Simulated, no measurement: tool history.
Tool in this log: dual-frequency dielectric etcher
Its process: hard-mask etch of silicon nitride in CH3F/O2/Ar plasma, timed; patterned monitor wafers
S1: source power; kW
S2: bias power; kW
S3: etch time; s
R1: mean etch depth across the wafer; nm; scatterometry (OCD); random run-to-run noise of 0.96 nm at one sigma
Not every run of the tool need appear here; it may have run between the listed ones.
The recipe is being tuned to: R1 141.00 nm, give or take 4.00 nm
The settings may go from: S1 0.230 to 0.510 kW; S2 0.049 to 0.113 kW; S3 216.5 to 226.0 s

Run 1, hour 0.0: S1 0.370 kW, S2 0.081 kW, S3 216.5 s. Result: R1 172.72 nm.
Run 2, hour 8.3: S1 0.430 kW, S2 0.081 kW, S3 216.5 s. Result: R1 179.94 nm.
Run 3, hour 9.7: S1 0.430 kW, S2 0.081 kW, S3 226.0 s. Result: R1 188.05 nm.
Run 4, hour 18.6: S1 0.430 kW, S2 0.081 kW, S3 226.0 s. Result: R1 189.18 nm.
Run 5, hour 22.2: S1 0.430 kW, S2 0.073 kW, S3 226.0 s. Result: R1 177.58 nm.
Run 6, hour 25.3: S1 0.430 kW, S2 0.082 kW, S3 226.0 s. Result: R1 187.53 nm.
Run 7, hour 26.0: S1 0.400 kW, S2 0.073 kW, S3 223.5 s. Result: R1 169.82 nm.
Run 8, hour 29.2: S1 0.380 kW, S2 0.069 kW, S3 223.0 s. Result: R1 163.34 nm.
Run 9, hour 31.6: S1 0.360 kW, S2 0.066 kW, S3 222.5 s. Result: R1 159.58 nm.
Run 10, hour 36.3: S1 0.350 kW, S2 0.062 kW, S3 222.0 s. Result: R1 152.88 nm.

5 next moves are on the table. One of them brings every result within its allowed miss. Which?
Run A, hour 41.0: S1 0.370 kW, S2 0.068 kW, S3 222.5 s. Result: R1 ?.
Run B, hour 41.0: S1 0.310 kW, S2 0.059 kW, S3 217.5 s. Result: R1 ?.
Run C, hour 41.0: S1 0.380 kW, S2 0.068 kW, S3 216.5 s. Result: R1 ?.
Run D, hour 41.0: S1 0.350 kW, S2 0.049 kW, S3 216.5 s. Result: R1 ?.
Run E, hour 41.0: S1 0.360 kW, S2 0.059 kW, S3 224.0 s. Result: R1 ?.

move      R1
   A  164.73
   B  143.13
   C  161.64
   D  136.15
   E  154.40
A: lands further from the targets than the last run did
B: meets every target
C: lands further from the targets than the last run did
D: moves the result that the last run missed by most past its target, out the other side
E: lands further from the targets than the last run did
The right move is B.
